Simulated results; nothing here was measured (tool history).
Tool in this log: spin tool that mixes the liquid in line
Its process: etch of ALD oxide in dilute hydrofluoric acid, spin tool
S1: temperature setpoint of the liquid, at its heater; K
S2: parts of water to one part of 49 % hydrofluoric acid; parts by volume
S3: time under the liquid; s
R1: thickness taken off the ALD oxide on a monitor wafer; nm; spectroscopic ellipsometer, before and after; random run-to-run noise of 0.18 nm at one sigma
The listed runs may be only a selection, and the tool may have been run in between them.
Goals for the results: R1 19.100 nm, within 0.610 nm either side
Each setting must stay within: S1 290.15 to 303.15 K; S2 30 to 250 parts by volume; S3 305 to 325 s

run,hour,S1,S2,S3,R1
1,0.0,295.15,140,305,25.569
2,5.9,295.15,140,325,26.861
3,8.9,294.15,145,325,24.463
4,9.7,293.65,145,325,24.107
5,14.2,293.15,145,325,24.205
6,21.0,292.65,150,325,22.695
7,23.8,292.15,150,325,22.267
8,31.0,291.65,150,325,21.445
9,31.5,290.65,155,325,19.731

Exercise: of the 4 proposed moves below, exactly one satisfies all targets within the stated allowed misses. Which move is it?
A,32.0,290.15,150,305,?
B,32.0,290.15,140,310,?
C,32.0,291.65,155,325,?
D,32.0,291.15,155,325,?

move,R1
A,19.033
B,20.931
C,20.758
D,20.344
A: each result inside its tolerance
B: its largest miss is bigger than the last run's
C: its largest miss is bigger than the last run's
D: its largest miss is bigger than the last run's
Move A is the one to make.
